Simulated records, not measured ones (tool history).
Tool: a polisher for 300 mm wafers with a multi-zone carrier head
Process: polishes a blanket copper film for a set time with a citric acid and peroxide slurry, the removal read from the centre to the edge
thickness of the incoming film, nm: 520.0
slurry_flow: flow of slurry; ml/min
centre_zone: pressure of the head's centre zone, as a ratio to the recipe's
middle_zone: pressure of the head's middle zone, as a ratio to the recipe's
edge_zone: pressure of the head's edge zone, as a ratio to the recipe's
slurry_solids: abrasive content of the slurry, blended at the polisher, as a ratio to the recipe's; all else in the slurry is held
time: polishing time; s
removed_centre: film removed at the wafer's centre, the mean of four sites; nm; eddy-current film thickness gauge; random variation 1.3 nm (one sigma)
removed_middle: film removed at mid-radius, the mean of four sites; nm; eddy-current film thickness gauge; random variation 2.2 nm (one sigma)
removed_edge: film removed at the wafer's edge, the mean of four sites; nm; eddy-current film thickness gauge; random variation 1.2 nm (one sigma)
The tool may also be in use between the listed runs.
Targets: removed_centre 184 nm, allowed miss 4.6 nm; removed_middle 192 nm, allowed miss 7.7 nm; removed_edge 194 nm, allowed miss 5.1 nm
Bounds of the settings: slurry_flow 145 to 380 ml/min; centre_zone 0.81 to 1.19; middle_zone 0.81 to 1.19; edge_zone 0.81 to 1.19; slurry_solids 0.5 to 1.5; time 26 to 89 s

Run 1, hour 0: slurry_flow 245 ml/min, centre_zone 1, middle_zone 1, edge_zone 1, slurry_solids 1, time 57 s. Result: removed_centre 153.23 nm, removed_middle 160.63 nm, removed_edge 155.96 nm.
Run 2, hour 5.8: slurry_flow 255 ml/min, centre_zone 1.01, middle_zone 1.01, edge_zone 1.03, slurry_solids 1.1, time 57 s. Result: removed_centre 159.8 nm, removed_middle 161.35 nm, removed_edge 160.5 nm.
Run 3, hour 6.3: slurry_flow 255 ml/min, centre_zone 1, middle_zone 1.03, edge_zone 1.05, slurry_solids 1.2, time 58 s. Result: removed_centre 163.97 nm, removed_middle 172.78 nm, removed_edge 166.82 nm.
Run 4, hour 7.5: slurry_flow 255 ml/min, centre_zone 1, middle_zone 1.03, edge_zone 1.05, slurry_solids 1.35, time 58 s. Result: removed_centre 166.55 nm, removed_middle 172.49 nm, removed_edge 169.92 nm.
Run 5, hour 14.5: slurry_flow 255 ml/min, centre_zone 1, middle_zone 1.11, edge_zone 1.05, slurry_solids 1.35, time 58 s. Result: removed_centre 165.81 nm, removed_middle 182.16 nm, removed_edge 170.34 nm.
Run 6, hour 20.7: slurry_flow 265 ml/min, centre_zone 1, middle_zone 1.1, edge_zone 1.08, slurry_solids 1.4, time 58 s. Result: removed_centre 167.6 nm, removed_middle 180.53 nm, removed_edge 176.12 nm.
Run 7, hour 25.4: slurry_flow 265 ml/min, centre_zone 1, middle_zone 1.1, edge_zone 1.08, slurry_solids 1.4, time 58 s. Result: removed_centre 165.75 nm, removed_middle 181.95 nm, removed_edge 175.02 nm.
Run 8, hour 34.2: slurry_flow 325 ml/min, centre_zone 1.05, middle_zone 1.1, edge_zone 1.18, slurry_solids 1.5, time 58 s. Result: removed_centre 182.06 nm, removed_middle 189.16 nm, removed_edge 186.53 nm.

Which of these 4 next moves meets every target?
Run A, hour 43: slurry_flow 275 ml/min, centre_zone 1.04, middle_zone 1.08, edge_zone 1.18, slurry_solids 1.45, time 61 s. Result: removed_centre ?, removed_middle ?, removed_edge ?.
Run B, hour 43: slurry_flow 290 ml/min, centre_zone 1.03, middle_zone 0.98, edge_zone 1.19, slurry_solids 1.5, time 59 s. Result: removed_centre ?, removed_middle ?, removed_edge ?.
Run C, hour 43: slurry_flow 345 ml/min, centre_zone 1.08, middle_zone 1.13, edge_zone 1.15, slurry_solids 1.5, time 57 s. Result: removed_centre ?, removed_middle ?, removed_edge ?.
Run D, hour 43: slurry_flow 345 ml/min, centre_zone 1.07, middle_zone 1.1, edge_zone 1.12, slurry_solids 1.4, time 58 s. Result: removed_centre ?, removed_middle ?, removed_edge ?.

move  removed_centre  removed_middle  removed_edge
   A          185.46           194.5        195.03
   B           179.7           179.9        191.45
   C          184.03           191.1         183.3
   D          183.34          189.03        181.75
A: meets every target
B: brings the result that was furthest off to its target, and leaves another outside
C: further off than the last run
D: further off than the last run
Move A is the one to make.

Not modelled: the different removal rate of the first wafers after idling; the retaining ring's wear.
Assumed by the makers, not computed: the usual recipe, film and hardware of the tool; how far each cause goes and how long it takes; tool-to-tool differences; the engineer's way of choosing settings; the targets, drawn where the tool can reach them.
